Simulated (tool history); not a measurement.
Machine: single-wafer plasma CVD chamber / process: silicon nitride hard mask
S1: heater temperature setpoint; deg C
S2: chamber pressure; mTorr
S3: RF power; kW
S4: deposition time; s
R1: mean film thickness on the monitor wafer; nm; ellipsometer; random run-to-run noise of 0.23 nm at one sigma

run,day,S1,S2,S3,S4,R1
1,0,375,1970,0.34,62.7,95.468
2,0.212,367,1970,0.34,62.7,96.084
3,0.246,360,1970,0.34,62.7,96.795
4,0.425,360,1970,0.32,62.7,92.705
5,0.675,360,1910,0.315,62.7,90.309
6,0.704,360,1910,0.315,64.7,93.608
7,0.767,360,1850,0.31,64.6,91.83
8,1.142,360,1800,0.305,64.6,90.059
9,1.279,360,1750,0.3,64.6,87.535
10,1.562,360,1710,0.3,64.6,87.025
11,1.925,360,1670,0.3,64.6,86.228
12,1.988,360,1630,0.3,64.6,85.752
13,2.142,360,1590,0.3,64.6,85.036
14,2.471,360,1560,0.3,64.6,84.451
15,2.796,360,1290,0.275,64.3,74.174
16,2.838,360,1310,0.275,64.3,74.746
17,2.904,360,1330,0.275,64.3,75.028
18,3.188,360,1330,0.275,64.3,75.075

Run 19 has not been measured yet. What should we expect?
19,3.512,360,1350,0.275,64.3,?

Run 19 measured R1 75.293 nm.
